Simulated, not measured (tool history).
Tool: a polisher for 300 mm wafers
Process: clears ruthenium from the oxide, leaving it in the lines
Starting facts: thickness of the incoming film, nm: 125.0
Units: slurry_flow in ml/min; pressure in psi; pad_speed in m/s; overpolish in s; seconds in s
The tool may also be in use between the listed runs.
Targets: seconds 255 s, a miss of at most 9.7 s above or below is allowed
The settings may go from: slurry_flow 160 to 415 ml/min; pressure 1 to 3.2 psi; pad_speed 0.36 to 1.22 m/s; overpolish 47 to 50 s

run	day	slurry_flow	pressure	pad_speed	overpolish	seconds
1	0	265	2.1	0.78	47	113.22
2	0.375	305	2.1	0.78	47	113.74
3	0.608	305	1.7	0.7	47	154.49
4	0.825	305	1.5	0.66	47	187.08
5	1.108	305	1.3	0.66	47	209.06
6	1.2	305	1.6	0.66	47	171.59
7	1.404	305	1.6	0.66	47	174.12
8	1.633	305	1.4	0.64	47	201.55
9	1.892	305	1.3	0.64	47	220.92
10	2.067	295	1.2	0.64	47	233.39
11	2.2	285	1.2	0.64	47	237.15
12	2.525	275	1.2	0.64	47	238.3
13	2.692	275	1	0.64	47	277.31
14	2.8	290	1	0.64	47	279.73
15	2.829	295	1	0.64	47	274.67
16	2.921	300	1	0.64	47	283.43

5 candidate next runs follow, results not yet known. Just one meets every target within its allowed miss. Identify it.
A	3.012	310	1.3	0.6	50	?
B	3.012	335	1.1	0.7	50	?
C	3.012	325	1.1	0.64	47	?
D	3.012	340	1.1	0.7	48	?
E	3.012	270	1.1	0.6	50	?

move	seconds
A	229.45
B	230.71
C	251.88
D	230.44
E	272.23
A: pushes the last run's worst result past its target
B: pushes the last run's worst result past its target
C: every result lands within tolerance
D: pushes the last run's worst result past its target
E: nearer than the last run, and not there yet
C is the move that brings every result within its allowed miss.
